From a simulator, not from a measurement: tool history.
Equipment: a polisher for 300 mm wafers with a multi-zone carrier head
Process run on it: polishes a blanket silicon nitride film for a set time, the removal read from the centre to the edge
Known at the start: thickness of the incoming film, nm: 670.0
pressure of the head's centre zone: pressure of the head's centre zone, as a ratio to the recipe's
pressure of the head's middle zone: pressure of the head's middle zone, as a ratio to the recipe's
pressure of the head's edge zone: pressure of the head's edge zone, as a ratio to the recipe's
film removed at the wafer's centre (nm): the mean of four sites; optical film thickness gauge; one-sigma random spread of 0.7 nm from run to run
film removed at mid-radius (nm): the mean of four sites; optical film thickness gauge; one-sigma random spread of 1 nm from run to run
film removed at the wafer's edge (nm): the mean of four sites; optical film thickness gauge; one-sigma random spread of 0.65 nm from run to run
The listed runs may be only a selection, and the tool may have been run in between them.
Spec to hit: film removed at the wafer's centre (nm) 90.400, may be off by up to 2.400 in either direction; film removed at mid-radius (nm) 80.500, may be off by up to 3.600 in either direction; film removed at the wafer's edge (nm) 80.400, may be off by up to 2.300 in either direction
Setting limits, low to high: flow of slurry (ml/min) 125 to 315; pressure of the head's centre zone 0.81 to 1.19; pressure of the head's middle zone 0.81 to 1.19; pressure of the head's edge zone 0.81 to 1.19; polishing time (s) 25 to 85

| run | hour | flow of slurry (ml/min) | pressure of the head's centre zone | pressure of the head's middle zone | pressure of the head's edge zone | polishing time (s) | film removed at the wafer's centre (nm) | film removed at mid-radius (nm) | film removed at the wafer's edge (nm) |
|---|---|---|---|---|---|---|---|---|---|
| 1 | 0.0 | 205 | 1.00 | 1.00 | 1.00 | 55 | 129.480 | 126.940 | 128.120 |
| 2 | 5.6 | 205 | 1.00 | 1.04 | 1.00 | 55 | 127.710 | 130.590 | 127.530 |
| 3 | 7.7 | 205 | 1.00 | 1.02 | 0.97 | 51 | 115.930 | 118.500 | 115.940 |
| 4 | 10.5 | 205 | 1.00 | 1.02 | 0.91 | 51 | 117.540 | 114.990 | 114.500 |
| 5 | 13.3 | 205 | 1.01 | 1.02 | 0.90 | 48 | 111.590 | 111.860 | 106.490 |
| 6 | 21.0 | 205 | 1.02 | 1.00 | 0.89 | 46 | 107.460 | 105.590 | 101.270 |
| 7 | 21.9 | 200 | 1.03 | 0.98 | 0.88 | 44 | 104.590 | 97.449 | 95.400 |
| 8 | 30.3 | 200 | 1.03 | 0.98 | 0.88 | 44 | 105.440 | 97.885 | 97.150 |
| 9 | 32.9 | 195 | 1.03 | 0.98 | 0.87 | 42 | 99.744 | 95.129 | 91.487 |
| 10 | 33.6 | 185 | 1.03 | 0.96 | 0.86 | 41 | 95.982 | 90.783 | 88.033 |
| 11 | 40.9 | 175 | 1.03 | 0.94 | 0.85 | 41 | 96.681 | 86.720 | 87.703 |
| 12 | 47.2 | 170 | 1.03 | 0.94 | 0.84 | 40 | 93.422 | 84.740 | 84.683 |
| 13 | 53.7 | 165 | 1.03 | 0.94 | 0.83 | 40 | 92.706 | 84.314 | 84.187 |
| 14 | 58.9 | 160 | 1.03 | 0.94 | 0.83 | 40 | 90.589 | 83.673 | 84.285 |

4 next moves are on the table. One of them brings every result within its allowed miss. Which?
| A | 64.1 | 145 | 0.99 | 1.01 | 0.81 | 41 | ? | ? | ? |
| B | 64.1 | 175 | 1.03 | 1.01 | 0.81 | 39 | ? | ? | ? |
| C | 64.1 | 185 | 1.06 | 0.95 | 0.86 | 37 | ? | ? | ? |
| D | 64.1 | 200 | 0.99 | 0.97 | 0.81 | 40 | ? | ? | ? |

| move | film removed at the wafer's centre (nm) | film removed at mid-radius (nm) | film removed at the wafer's edge (nm) |
|---|---|---|---|
| A | 90.472 | 91.282 | 85.191 |
| B | 91.853 | 88.791 | 82.381 |
| C | 90.299 | 80.499 | 80.101 |
| D | 92.020 | 89.365 | 85.478 |
A: moves away from the targets compared with the last run
B: the furthest-off result lands on target, but another misses its tolerance
C: each result inside its tolerance
D: moves away from the targets compared with the last run
Go with C: it meets all targets.
